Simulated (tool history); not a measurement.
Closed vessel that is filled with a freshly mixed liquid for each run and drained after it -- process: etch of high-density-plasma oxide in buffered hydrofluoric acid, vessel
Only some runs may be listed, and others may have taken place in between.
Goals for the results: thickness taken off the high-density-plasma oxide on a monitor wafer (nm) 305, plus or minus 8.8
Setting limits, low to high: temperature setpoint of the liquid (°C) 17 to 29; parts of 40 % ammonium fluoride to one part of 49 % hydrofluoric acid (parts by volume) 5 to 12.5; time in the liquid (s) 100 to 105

run	hour	temperature setpoint of the liquid (°C)	parts of 40 % ammonium fluoride to one part of 49 % hydrofluoric acid (parts by volume)	time in the liquid (s)	thickness taken off the high-density-plasma oxide on a monitor wafer (nm)
1	0	21	7.5	100	199.95
2	4.2	21	8.5	100	174.97
3	12.1	23.5	8	100	213.58
4	15.3	25.5	8	100	240.12
5	17.2	22.5	8	100	204.59
6	25.6	25	8	100	232.78
7	27.2	26.5	8	100	249.08
8	36.4	27.5	8	100	267.63
9	44.5	28	8	100	273.23
10	51.1	28.5	8	100	281.9
11	58.2	29	8	100	287.29

Below are 4 possible settings for the next run. Only one of them brings all results inside the allowed miss of their targets. Which is it?
A	65.3	28.5	8	100	?
B	65.3	29	8.5	105	?
C	65.3	24.5	6.5	100	?
D	65.3	28.5	7.5	100	?

move	thickness taken off the high-density-plasma oxide on a monitor wafer (nm)
A	282.01
B	284.72
C	280.38
D	302.38
A: further off than the last run
B: further off than the last run
C: further off than the last run
D: all results in spec
Move D is the one to make.

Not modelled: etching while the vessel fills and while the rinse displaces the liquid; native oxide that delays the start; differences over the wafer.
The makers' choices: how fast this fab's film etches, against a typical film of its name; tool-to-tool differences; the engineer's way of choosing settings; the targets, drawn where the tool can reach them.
